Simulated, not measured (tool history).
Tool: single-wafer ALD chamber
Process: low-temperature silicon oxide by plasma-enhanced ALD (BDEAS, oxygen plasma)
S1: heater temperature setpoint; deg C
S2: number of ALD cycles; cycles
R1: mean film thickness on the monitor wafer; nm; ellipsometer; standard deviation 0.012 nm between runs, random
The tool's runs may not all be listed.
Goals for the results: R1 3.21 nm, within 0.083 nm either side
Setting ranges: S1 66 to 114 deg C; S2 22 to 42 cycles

{"run": 1, "hour": 0.0, "S1": 90, "S2": 32, "R1": 4.4273}
{"run": 2, "hour": 6.1, "S1": 90, "S2": 36, "R1": 4.9491}
{"run": 3, "hour": 12.3, "S1": 90, "S2": 40, "R1": 5.5504}
{"run": 4, "hour": 19.1, "S1": 90, "S2": 42, "R1": 5.7834}
{"run": 5, "hour": 23.2, "S1": 95, "S2": 42, "R1": 5.7073}
{"run": 6, "hour": 29.2, "S1": 95, "S2": 39, "R1": 5.3074}
{"run": 7, "hour": 37.9, "S1": 99, "S2": 35, "R1": 4.7105}
{"run": 8, "hour": 44.6, "S1": 106, "S2": 30, "R1": 3.9644}
{"run": 9, "hour": 47.5, "S1": 107, "S2": 29, "R1": 3.8099}
{"run": 10, "hour": 53.2, "S1": 108, "S2": 28, "R1": 3.6628}
{"run": 11, "hour": 59.8, "S1": 109, "S2": 27, "R1": 3.5209}
{"run": 12, "hour": 67.3, "S1": 109, "S2": 26, "R1": 3.3996}

Pick the move, out of 5, that brings all results within their allowed miss; only one does.
{"run": "A", "hour": 74.8, "S1": 99, "S2": 26, "R1": "?"}
{"run": "B", "hour": 74.8, "S1": 107, "S2": 27, "R1": "?"}
{"run": "C", "hour": 74.8, "S1": 106, "S2": 26, "R1": "?"}
{"run": "D", "hour": 74.8, "S1": 101, "S2": 24, "R1": "?"}
{"run": "E", "hour": 74.8, "S1": 110, "S2": 27, "R1": "?"}

move=A R1=3.4831
move=B R1=3.5395
move=C R1=3.4138
move=D R1=3.1951
move=E R1=3.5225
A: lands further from the targets than the last run did
B: lands further from the targets than the last run did
C: lands further from the targets than the last run did
D: meets every target
E: lands further from the targets than the last run did
Go with D: it meets all targets.

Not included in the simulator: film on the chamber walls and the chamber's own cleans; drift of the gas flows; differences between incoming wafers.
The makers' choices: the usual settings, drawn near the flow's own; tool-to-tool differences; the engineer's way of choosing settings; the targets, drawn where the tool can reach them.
